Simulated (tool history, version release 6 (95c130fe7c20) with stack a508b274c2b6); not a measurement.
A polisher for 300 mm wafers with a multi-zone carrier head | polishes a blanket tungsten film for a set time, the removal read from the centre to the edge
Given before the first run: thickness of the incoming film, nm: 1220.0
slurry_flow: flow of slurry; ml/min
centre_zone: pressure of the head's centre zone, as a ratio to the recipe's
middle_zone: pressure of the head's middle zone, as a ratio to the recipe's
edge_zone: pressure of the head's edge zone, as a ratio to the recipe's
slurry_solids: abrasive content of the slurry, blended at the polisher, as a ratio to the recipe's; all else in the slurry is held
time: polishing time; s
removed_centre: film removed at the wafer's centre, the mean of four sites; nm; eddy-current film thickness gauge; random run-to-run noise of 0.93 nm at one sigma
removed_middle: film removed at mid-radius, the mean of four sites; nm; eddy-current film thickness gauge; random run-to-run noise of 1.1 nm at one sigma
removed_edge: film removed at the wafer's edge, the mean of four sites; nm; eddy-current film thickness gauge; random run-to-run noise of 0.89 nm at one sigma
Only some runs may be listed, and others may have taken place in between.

run 1 hour=0.0 | slurry_flow=305 centre_zone=1.00 middle_zone=1.00 edge_zone=1.00 slurry_solids=1.00 time=54 | removed_centre=199.98 removed_middle=200.71 removed_edge=198.29
run 2 hour=8.1 | slurry_flow=290 centre_zone=0.95 middle_zone=1.01 edge_zone=0.99 slurry_solids=0.85 time=51 | removed_centre=167.89 removed_middle=180.78 removed_edge=177.65
run 3 hour=8.9 | slurry_flow=275 centre_zone=0.91 middle_zone=1.01 edge_zone=0.96 slurry_solids=0.75 time=50 | removed_centre=154.23 removed_middle=170.57 removed_edge=166.87
run 4 hour=14.4 | slurry_flow=275 centre_zone=0.91 middle_zone=1.01 edge_zone=0.96 slurry_solids=0.65 time=50 | removed_centre=145.79 removed_middle=163.14 removed_edge=158.46
run 5 hour=18.5 | slurry_flow=275 centre_zone=0.91 middle_zone=1.06 edge_zone=0.96 slurry_solids=0.65 time=50 | removed_centre=146.44 removed_middle=169.38 removed_edge=160.63
run 6 hour=25.9 | slurry_flow=265 centre_zone=0.88 middle_zone=1.06 edge_zone=0.95 slurry_solids=0.60 time=48 | removed_centre=132.83 removed_middle=159.72 removed_edge=147.33
run 7 hour=32.5 | slurry_flow=255 centre_zone=0.86 middle_zone=1.05 edge_zone=0.96 slurry_solids=0.55 time=47 | removed_centre=122.35 removed_middle=150.30 removed_edge=142.91

Run 8 is up next; what results do you expect?
run 8 hour=33.1 | slurry_flow=245 centre_zone=0.85 middle_zone=1.04 edge_zone=0.95 slurry_solids=0.55 time=47 | removed_centre=? removed_middle=? removed_edge=?

{"run 8": {"removed_centre": 120.9, "removed_middle": 148.25, "removed_edge": 140.83}}
